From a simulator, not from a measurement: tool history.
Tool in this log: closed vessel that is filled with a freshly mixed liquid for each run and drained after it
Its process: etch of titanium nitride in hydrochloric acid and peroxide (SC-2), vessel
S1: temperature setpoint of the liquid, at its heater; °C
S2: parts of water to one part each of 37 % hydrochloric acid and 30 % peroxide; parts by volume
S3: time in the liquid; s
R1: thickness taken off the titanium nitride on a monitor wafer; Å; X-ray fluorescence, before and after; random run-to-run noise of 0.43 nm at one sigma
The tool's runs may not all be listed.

Run 1, hour 0.0: S1 58.0 °C, S2 7.0 parts by volume, S3 810 s. Result: R1 414.67 Å.
Run 2, hour 5.5: S1 59.0 °C, S2 7.0 parts by volume, S3 810 s. Result: R1 435.70 Å.
Run 3, hour 8.5: S1 56.5 °C, S2 7.0 parts by volume, S3 810 s. Result: R1 371.31 Å.
Run 4, hour 16.4: S1 56.5 °C, S2 7.0 parts by volume, S3 865 s. Result: R1 394.61 Å.
Run 5, hour 18.5: S1 56.5 °C, S2 7.0 parts by volume, S3 810 s. Result: R1 377.28 Å.
Run 6, hour 22.4: S1 51.5 °C, S2 7.0 parts by volume, S3 810 s. Result: R1 266.90 Å.
Run 7, hour 30.7: S1 59.5 °C, S2 7.0 parts by volume, S3 810 s. Result: R1 457.70 Å.
Run 8, hour 35.8: S1 60.0 °C, S2 7.0 parts by volume, S3 810 s. Result: R1 464.90 Å.
Run 9, hour 41.2: S1 60.5 °C, S2 7.0 parts by volume, S3 810 s. Result: R1 484.84 Å.

Run 10 comes next. What will it give?
Run 10, hour 42.4: S1 61.0 °C, S2 7.0 parts by volume, S3 810 s. Result: R1 ?.

Logged for run 10: R1 488.72 Å.
